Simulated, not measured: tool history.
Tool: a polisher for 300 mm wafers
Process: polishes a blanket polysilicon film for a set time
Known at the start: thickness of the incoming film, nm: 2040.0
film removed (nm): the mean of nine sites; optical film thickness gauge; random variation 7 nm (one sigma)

run  hour  flow of slurry (ml/min)  pressure of the wafer on the pad (kPa)  speed of the pad under the wafer (m/s)  polishing time (s)  film removed (nm)
  1     0                      315                                    22.1                                    1.14                  87             855.19
  2   2.2                      315                                    22.1                                    1.14                  92             906.06
  3     4                      315                                    22.1                                    1.14                  92             926.73
  4   9.3                      345                                    22.1                                    1.14                  92             927.89
  5  15.3                      345                                    24.1                                    1.14                  92             981.77
  6  17.1                      345                                    22.1                                    1.12                  92             921.98
  7  19.6                      340                                      20                                    1.12                  92             842.84

Run 8 comes next. What will it give?
  8  21.3                      340                                    13.8                                     1.1                  92                  ?

film removed (nm): 673.08
